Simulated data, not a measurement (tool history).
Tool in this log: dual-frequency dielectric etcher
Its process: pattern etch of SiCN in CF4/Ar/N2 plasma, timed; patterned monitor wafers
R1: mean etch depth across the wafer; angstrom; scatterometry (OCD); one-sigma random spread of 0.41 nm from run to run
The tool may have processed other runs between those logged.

run 1 hour=0.0 | source_power_(kW)=0.370 bias_power_(kW)=0.069 Ar_flow_(sccm)=131 CF4_flow_(sccm)=72 etch_time_(s)=155.5 | R1=1192.40
run 2 hour=7.3 | source_power_(kW)=0.320 bias_power_(kW)=0.069 Ar_flow_(sccm)=131 CF4_flow_(sccm)=72 etch_time_(s)=155.5 | R1=1025.30
run 3 hour=11.8 | source_power_(kW)=0.320 bias_power_(kW)=0.061 Ar_flow_(sccm)=131 CF4_flow_(sccm)=72 etch_time_(s)=155.5 | R1=989.02
run 4 hour=14.0 | source_power_(kW)=0.320 bias_power_(kW)=0.054 Ar_flow_(sccm)=131 CF4_flow_(sccm)=72 etch_time_(s)=155.5 | R1=926.49
run 5 hour=16.5 | source_power_(kW)=0.320 bias_power_(kW)=0.054 Ar_flow_(sccm)=123 CF4_flow_(sccm)=72 etch_time_(s)=155.5 | R1=941.46
run 6 hour=20.6 | source_power_(kW)=0.320 bias_power_(kW)=0.054 Ar_flow_(sccm)=104 CF4_flow_(sccm)=72 etch_time_(s)=155.5 | R1=979.78

Estimate the outcome of run 7 from the log above:
run 7 hour=28.2 | source_power_(kW)=0.310 bias_power_(kW)=0.054 Ar_flow_(sccm)=104 CF4_flow_(sccm)=72 etch_time_(s)=155.5 | R1=?

{"run 7": {"R1": 938.6}}
